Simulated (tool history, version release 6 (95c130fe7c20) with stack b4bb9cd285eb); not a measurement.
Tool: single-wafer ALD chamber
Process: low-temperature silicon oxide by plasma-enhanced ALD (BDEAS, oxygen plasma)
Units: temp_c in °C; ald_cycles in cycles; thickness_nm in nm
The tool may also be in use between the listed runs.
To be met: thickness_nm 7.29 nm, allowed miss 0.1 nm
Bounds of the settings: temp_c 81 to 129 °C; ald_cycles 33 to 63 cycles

run,hour,temp_c,ald_cycles,thickness_nm
1,0,105,48,6.4754
2,7.7,94,48,6.5939
3,16.6,94,42,5.7597
4,17.6,94,45,6.213
5,25.8,83,45,6.4205
# hour 33.9: thermocouple changed; heater temperature recalibrated
6,33.9,83,46,6.6363
7,36.2,82,48,6.9282
8,37.4,81,49,7.0877

Which of these 4 next moves meets every target?
A,38.6,85,51,?
B,38.6,84,53,?
C,38.6,81,52,?
D,38.6,98,49,?

move,thickness_nm
A,7.2979
B,7.6071
C,7.5314
D,6.7347
A: meets every target
B: takes the result that was furthest off past its target
C: takes the result that was furthest off past its target
D: further off than the last run
Move A is the one to make.
